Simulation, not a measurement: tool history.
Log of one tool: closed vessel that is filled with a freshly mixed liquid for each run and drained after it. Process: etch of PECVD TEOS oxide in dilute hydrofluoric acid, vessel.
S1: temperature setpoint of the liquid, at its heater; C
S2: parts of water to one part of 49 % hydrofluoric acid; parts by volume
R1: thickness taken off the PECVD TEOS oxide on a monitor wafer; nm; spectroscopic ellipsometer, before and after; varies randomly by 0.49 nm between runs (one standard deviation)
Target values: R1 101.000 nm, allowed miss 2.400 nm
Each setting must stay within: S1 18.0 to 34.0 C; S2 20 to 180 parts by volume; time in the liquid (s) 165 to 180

Run 1, hour 0.0: S1 26.0 C, S2 100 parts by volume, time in the liquid (s) 165. Result: R1 43.521 nm.
Run 2, hour 8.3: S1 26.0 C, S2 100 parts by volume, time in the liquid (s) 180. Result: R1 47.403 nm.
Run 3, hour 15.1: S1 26.0 C, S2 135 parts by volume, time in the liquid (s) 180. Result: R1 33.643 nm.
Run 4, hour 20.5: S1 27.0 C, S2 125 parts by volume, time in the liquid (s) 180. Result: R1 37.887 nm.
Run 5, hour 24.7: S1 27.0 C, S2 110 parts by volume, time in the liquid (s) 180. Result: R1 44.117 nm.
Run 6, hour 25.7: S1 27.5 C, S2 105 parts by volume, time in the liquid (s) 180. Result: R1 47.234 nm.
Run 7, hour 27.0: S1 27.5 C, S2 105 parts by volume, time in the liquid (s) 180. Result: R1 47.608 nm.
Run 8, hour 30.4: S1 31.5 C, S2 65 parts by volume, time in the liquid (s) 180. Result: R1 94.776 nm.
Run 9, hour 35.5: S1 32.5 C, S2 65 parts by volume, time in the liquid (s) 180. Result: R1 98.307 nm.

Which of these 4 next moves meets every target?
Run A, hour 40.6: S1 32.0 C, S2 65 parts by volume, time in the liquid (s) 170. Result: R1 ?.
Run B, hour 40.6: S1 33.5 C, S2 65 parts by volume, time in the liquid (s) 165. Result: R1 ?.
Run C, hour 40.6: S1 33.0 C, S2 70 parts by volume, time in the liquid (s) 180. Result: R1 ?.
Run D, hour 40.6: S1 32.5 C, S2 60 parts by volume, time in the liquid (s) 170. Result: R1 ?.

move       R1
   A   90.590
   B   93.056
   C   91.768
   D  100.820
A: the biggest miss grows against the last run
B: the biggest miss grows against the last run
C: the biggest miss grows against the last run
D: meets every target
So the answer is move D, the one that meets all the targets.
